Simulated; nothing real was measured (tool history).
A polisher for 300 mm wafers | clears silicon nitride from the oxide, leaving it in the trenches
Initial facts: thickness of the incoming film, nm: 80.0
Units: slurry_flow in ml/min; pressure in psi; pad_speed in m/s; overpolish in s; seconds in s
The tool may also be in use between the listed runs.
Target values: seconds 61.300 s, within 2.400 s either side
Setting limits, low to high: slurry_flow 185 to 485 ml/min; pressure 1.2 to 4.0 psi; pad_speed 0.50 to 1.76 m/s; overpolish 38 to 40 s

run  hour  slurry_flow  pressure  pad_speed  overpolish  seconds
  1   0.0          310       2.6       1.12          38  108.060
  2   1.7          310       2.7       1.12          38  104.860
  3   8.0          310       3.3       1.12          38   87.908
  4  12.2          310       3.4       1.14          38   83.941
  5  16.8          310       3.5       1.16          38   79.014
  6  22.3          310       3.5       1.04          38   87.362
  7  25.5          310       3.6       1.06          38   83.243
  8  26.1          310       3.6       1.08          38   82.861
     34.3  -- head pressure recalibrated
  9  34.3          310       3.6       1.10          38   72.845
 10  42.3          310       3.8       1.10          38   69.625

Next run, 4 choices. One meets every target within its allowed miss, the rest don't. Which?
  A  50.3          350       4.0       1.24          40        ?
  B  50.3          310       4.0       1.24          40        ?
  C  50.3          295       3.7       1.28          38        ?
  D  50.3          300       3.3       1.04          40        ?

move  seconds
   A   57.515
   B   57.942
   C   60.828
   D   83.128
A: the result that was furthest off in the last run now lies on the other side of its target
B: the result that was furthest off in the last run now lies on the other side of its target
C: all results land within tolerance of their targets
D: moves away from the targets compared with the last run
Answer: C

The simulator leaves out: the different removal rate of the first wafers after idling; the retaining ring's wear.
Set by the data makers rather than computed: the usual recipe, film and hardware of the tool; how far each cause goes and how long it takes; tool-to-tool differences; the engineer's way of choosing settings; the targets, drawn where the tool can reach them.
